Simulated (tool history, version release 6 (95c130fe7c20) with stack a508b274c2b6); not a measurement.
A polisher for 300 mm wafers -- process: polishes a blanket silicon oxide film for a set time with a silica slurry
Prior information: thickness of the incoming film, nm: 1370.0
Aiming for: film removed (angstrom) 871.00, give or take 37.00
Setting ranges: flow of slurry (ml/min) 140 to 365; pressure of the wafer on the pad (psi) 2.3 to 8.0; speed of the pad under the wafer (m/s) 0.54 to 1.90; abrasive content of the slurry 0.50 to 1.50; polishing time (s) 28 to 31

run	hour	flow of slurry (ml/min)	pressure of the wafer on the pad (psi)	speed of the pad under the wafer (m/s)	abrasive content of the slurry	polishing time (s)	film removed (angstrom)
1	0.0	235	5.1	1.22	1.00	31	1364.70
2	7.1	235	5.1	1.22	1.15	31	1486.90
3	8.2	235	5.6	1.22	1.15	31	1591.50
4	15.8	235	5.6	1.22	1.05	31	1554.50
5	23.5	235	4.7	1.20	1.05	31	1303.80
6	30.6	235	4.0	1.18	1.05	31	1090.60
7	33.2	235	3.7	1.18	1.05	31	1021.40
8	37.1	235	3.5	1.18	1.05	31	965.55
9	43.8	235	3.4	1.18	1.05	31	946.92
10	44.5	235	3.4	1.18	1.05	31	950.98
11	52.0	235	3.3	1.18	1.05	31	917.54

Exactly one of the 4 candidate moves below puts every result within its allowed miss. Which one?
A	59.5	250	3.1	1.42	1.05	31	?
B	59.5	205	3.5	1.06	0.90	31	?
C	59.5	250	3.8	1.24	1.05	29	?
D	59.5	260	3.8	1.12	0.90	31	?

move	film removed (angstrom)
A	960.60
B	858.74
C	1015.30
D	970.62
A: the biggest miss grows against the last run
B: all results in spec
C: the biggest miss grows against the last run
D: the biggest miss grows against the last run
The right move is B.
